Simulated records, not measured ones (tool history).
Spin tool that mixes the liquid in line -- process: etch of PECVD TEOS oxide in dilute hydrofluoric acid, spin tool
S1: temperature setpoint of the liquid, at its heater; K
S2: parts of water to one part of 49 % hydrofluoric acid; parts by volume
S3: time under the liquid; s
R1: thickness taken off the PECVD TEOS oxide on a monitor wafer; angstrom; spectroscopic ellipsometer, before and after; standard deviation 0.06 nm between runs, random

Run 1, hour 0: S1 298.15 K, S2 55 parts by volume, S3 50 s. Result: R1 99.47 angstrom.
Run 2, hour 3.7: S1 298.15 K, S2 70 parts by volume, S3 50 s. Result: R1 76.583 angstrom.
Run 3, hour 9.1: S1 298.15 K, S2 70 parts by volume, S3 50 s. Result: R1 77.478 angstrom.
Run 4, hour 13.3: S1 300.65 K, S2 65 parts by volume, S3 50 s. Result: R1 92.255 angstrom.
Run 5, hour 19.6: S1 300.65 K, S2 65 parts by volume, S3 55 s. Result: R1 101.71 angstrom.
Run 6, hour 24.5: S1 300.65 K, S2 75 parts by volume, S3 55 s. Result: R1 86.538 angstrom.

For run 7, what comes out?
Run 7, hour 26.2: S1 302.15 K, S2 70 parts by volume, S3 55 s. Result: R1 ?.

For run 7 the tool returned R1 98.889 angstrom.

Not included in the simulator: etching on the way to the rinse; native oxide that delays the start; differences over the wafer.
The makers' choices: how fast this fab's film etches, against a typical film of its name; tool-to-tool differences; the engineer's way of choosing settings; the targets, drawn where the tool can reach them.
